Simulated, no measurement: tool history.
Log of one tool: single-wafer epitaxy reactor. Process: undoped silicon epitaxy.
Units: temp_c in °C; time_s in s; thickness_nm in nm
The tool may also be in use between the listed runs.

run	hour	temp_c	time_s	thickness_nm
1	0	625	285	31.636
2	8.4	625	262	29.025
3	17.5	624	262	28.699
4	20.9	624	285	30.857
5	24.3	618	285	27.504
6	25.6	623	285	30.206
7	27.3	621	285	29.124
8	30.8	619	285	27.944
9	32.5	618	285	27.272
10	41.6	617	285	26.747

Run 11 comes next. What will it give?
11	46	616	285	?

{"run 11": {"thickness_nm": 26.365}}

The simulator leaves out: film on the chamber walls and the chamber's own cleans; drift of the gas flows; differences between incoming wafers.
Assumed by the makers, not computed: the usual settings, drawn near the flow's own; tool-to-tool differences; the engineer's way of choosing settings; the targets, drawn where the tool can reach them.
